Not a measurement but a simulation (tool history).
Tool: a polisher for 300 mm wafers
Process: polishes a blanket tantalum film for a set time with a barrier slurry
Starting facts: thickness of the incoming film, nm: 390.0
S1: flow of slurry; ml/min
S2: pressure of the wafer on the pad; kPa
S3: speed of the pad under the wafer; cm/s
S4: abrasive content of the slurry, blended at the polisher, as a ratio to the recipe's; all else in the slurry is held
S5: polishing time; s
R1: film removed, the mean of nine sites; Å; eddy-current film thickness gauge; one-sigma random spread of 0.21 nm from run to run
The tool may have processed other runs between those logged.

| run | hour | S1 | S2 | S3 | S4 | S5 | R1 |
|---|---|---|---|---|---|---|---|
| 1 | 0.0 | 255 | 8.3 | 118 | 1.00 | 43 | 452.33 |
| 2 | 8.9 | 255 | 8.3 | 102 | 1.00 | 43 | 393.76 |
| 3 | 13.7 | 255 | 8.3 | 102 | 1.15 | 43 | 410.84 |
| 4 | 15.4 | 250 | 7.6 | 102 | 1.15 | 43 | 374.36 |
| 5 | 22.2 | 215 | 7.6 | 102 | 1.15 | 43 | 362.86 |
| 6 | 24.1 | 215 | 7.6 | 102 | 1.15 | 43 | 365.40 |

Forecast run 7:
| 7 | 27.4 | 210 | 6.9 | 102 | 1.15 | 43 | ? |

R1: 334.84 Å
